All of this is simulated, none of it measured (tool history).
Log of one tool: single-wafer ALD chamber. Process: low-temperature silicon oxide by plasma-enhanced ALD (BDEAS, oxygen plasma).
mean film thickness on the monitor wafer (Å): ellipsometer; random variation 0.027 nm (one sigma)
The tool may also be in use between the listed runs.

run,hour,heater temperature setpoint (K),number of ALD cycles (cycles),mean film thickness on the monitor wafer (Å)
1,0,388.15,66,92.704
2,1.9,390.15,62,87.53
3,10.9,392.15,59,82.825
4,13.3,394.15,57,79.926
5,20.5,396.15,55,76.729
6,25.7,398.15,54,74.447
7,33,400.15,54,74.771

Run 8 comes next. What will it give?
8,41.8,401.15,46,?

Run 8 gave mean film thickness on the monitor wafer (Å) 63.65.
